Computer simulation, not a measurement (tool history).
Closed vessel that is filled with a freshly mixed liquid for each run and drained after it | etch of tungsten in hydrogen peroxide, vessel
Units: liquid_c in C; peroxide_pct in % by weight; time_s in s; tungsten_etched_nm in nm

| run | day | liquid_c | peroxide_pct | time_s | tungsten_etched_nm |
|---|---|---|---|---|---|
| 1 | 0 | 42 | 18 | 30 | 33.824 |
| 2 | 0.142 | 46.5 | 18 | 30 | 44.784 |
| 3 | 0.225 | 46.5 | 18 | 30 | 44.965 |
| 4 | 0.267 | 46.5 | 18 | 30 | 44.923 |
| 5 | 0.575 | 46.5 | 21.5 | 30 | 49.214 |
| 6 | 0.733 | 45.5 | 21.5 | 30 | 46.376 |

Run 7 comes next. What will it give?
| 7 | 1.038 | 45 | 21.5 | 30 | ? |

{"run 7": {"tungsten_etched_nm": 44.85}}
